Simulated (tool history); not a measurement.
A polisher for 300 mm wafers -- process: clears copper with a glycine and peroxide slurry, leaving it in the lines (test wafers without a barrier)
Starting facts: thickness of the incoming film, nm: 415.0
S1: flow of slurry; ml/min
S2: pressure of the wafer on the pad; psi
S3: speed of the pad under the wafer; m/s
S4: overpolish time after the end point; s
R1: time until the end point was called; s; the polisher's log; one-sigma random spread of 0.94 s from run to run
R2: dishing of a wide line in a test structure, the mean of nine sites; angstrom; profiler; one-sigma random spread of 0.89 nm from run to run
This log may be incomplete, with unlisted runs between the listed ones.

Run 1, hour 0.0: S1 215 ml/min, S2 2.5 psi, S3 0.84 m/s, S4 24 s. Result: R1 81.419 s, R2 394.42 angstrom.
Run 2, hour 6.7: S1 215 ml/min, S2 2.7 psi, S3 0.86 m/s, S4 21 s. Result: R1 75.535 s, R2 355.12 angstrom.
Run 3, hour 7.8: S1 215 ml/min, S2 2.9 psi, S3 0.88 m/s, S4 22 s. Result: R1 69.808 s, R2 395.12 angstrom.
Run 4, hour 14.6: S1 215 ml/min, S2 3.0 psi, S3 0.90 m/s, S4 20 s. Result: R1 67.204 s, R2 376.15 angstrom.
Run 5, hour 22.4: S1 215 ml/min, S2 3.0 psi, S3 1.00 m/s, S4 20 s. Result: R1 63.113 s, R2 367.26 angstrom.
Run 6, hour 24.0: S1 195 ml/min, S2 3.0 psi, S3 1.00 m/s, S4 20 s. Result: R1 64.612 s, R2 363.26 angstrom.
Run 7, hour 31.2: S1 200 ml/min, S2 3.1 psi, S3 1.00 m/s, S4 19 s. Result: R1 61.653 s, R2 365.35 angstrom.

Run 8 is up next; what results do you expect?
Run 8, hour 36.9: S1 200 ml/min, S2 3.2 psi, S3 1.00 m/s, S4 18 s. Result: R1 ?, R2 ?.

R1: 61.297 s
R2: 362.17 angstrom
